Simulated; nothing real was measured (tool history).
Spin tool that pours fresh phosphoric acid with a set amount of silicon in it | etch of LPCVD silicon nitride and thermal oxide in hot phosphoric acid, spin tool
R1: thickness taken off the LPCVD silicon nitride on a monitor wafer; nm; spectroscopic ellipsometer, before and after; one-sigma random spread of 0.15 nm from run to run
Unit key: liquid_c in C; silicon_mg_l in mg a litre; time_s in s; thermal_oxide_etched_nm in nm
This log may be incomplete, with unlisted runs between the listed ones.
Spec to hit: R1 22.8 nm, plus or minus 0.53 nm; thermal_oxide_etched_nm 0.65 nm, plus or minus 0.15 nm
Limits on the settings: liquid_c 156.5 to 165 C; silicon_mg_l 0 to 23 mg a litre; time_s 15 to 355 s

Run 1, hour 0: liquid_c 160 C, silicon_mg_l 10 mg a litre, time_s 180 s. Result: R1 16.049 nm, thermal_oxide_etched_nm 0.39555 nm.
Run 2, hour 4.4: liquid_c 158.5 C, silicon_mg_l 10 mg a litre, time_s 180 s. Result: R1 15.248 nm, thermal_oxide_etched_nm 0.34065 nm.
Run 3, hour 6.4: liquid_c 158.5 C, silicon_mg_l 10 mg a litre, time_s 120 s. Result: R1 10.068 nm, thermal_oxide_etched_nm 0.24413 nm.
Run 4, hour 14.6: liquid_c 160 C, silicon_mg_l 10 mg a litre, time_s 150 s. Result: R1 13.235 nm, thermal_oxide_etched_nm 0.32588 nm.
Run 5, hour 23: liquid_c 160 C, silicon_mg_l 10 mg a litre, time_s 200 s. Result: R1 17.656 nm, thermal_oxide_etched_nm 0.4963 nm.
Run 6, hour 25.8: liquid_c 160 C, silicon_mg_l 14.5 mg a litre, time_s 200 s. Result: R1 17.884 nm, thermal_oxide_etched_nm 0.37283 nm.
Run 7, hour 30.2: liquid_c 161.5 C, silicon_mg_l 14 mg a litre, time_s 205 s. Result: R1 19.061 nm, thermal_oxide_etched_nm 0.44843 nm.
Run 8, hour 36.3: liquid_c 162.5 C, silicon_mg_l 13.5 mg a litre, time_s 210 s. Result: R1 20.295 nm, thermal_oxide_etched_nm 0.47163 nm.
Run 9, hour 41.1: liquid_c 163 C, silicon_mg_l 12 mg a litre, time_s 215 s. Result: R1 20.813 nm, thermal_oxide_etched_nm 0.52084 nm.
Run 10, hour 46.1: liquid_c 163.5 C, silicon_mg_l 11 mg a litre, time_s 220 s. Result: R1 21.892 nm, thermal_oxide_etched_nm 0.56164 nm.

Below are 5 possible settings for the next run. Only one of them brings all results inside the allowed miss of their targets. Which is it?
Run A, hour 51.1: liquid_c 163.5 C, silicon_mg_l 7.5 mg a litre, time_s 215 s. Result: R1 ?, thermal_oxide_etched_nm ?.
Run B, hour 51.1: liquid_c 164.5 C, silicon_mg_l 9.5 mg a litre, time_s 210 s. Result: R1 ?, thermal_oxide_etched_nm ?.
Run C, hour 51.1: liquid_c 163 C, silicon_mg_l 13 mg a litre, time_s 215 s. Result: R1 ?, thermal_oxide_etched_nm ?.
Run D, hour 51.1: liquid_c 163 C, silicon_mg_l 8 mg a litre, time_s 230 s. Result: R1 ?, thermal_oxide_etched_nm ?.
Run E, hour 51.1: liquid_c 164.5 C, silicon_mg_l 22 mg a litre, time_s 210 s. Result: R1 ?, thermal_oxide_etched_nm ?.

move      R1  thermal_oxide_etched_nm
   A  21.622                  0.63497
   B  21.827                  0.63892
   C  21.267                  0.54133
   D  22.751                  0.64803
   E  21.827                  0.46339
A: moves away from the targets compared with the last run
B: moves away from the targets compared with the last run
C: moves away from the targets compared with the last run
D: every result within its allowed miss
E: moves away from the targets compared with the last run
So the answer is move D, the one that meets all the targets.
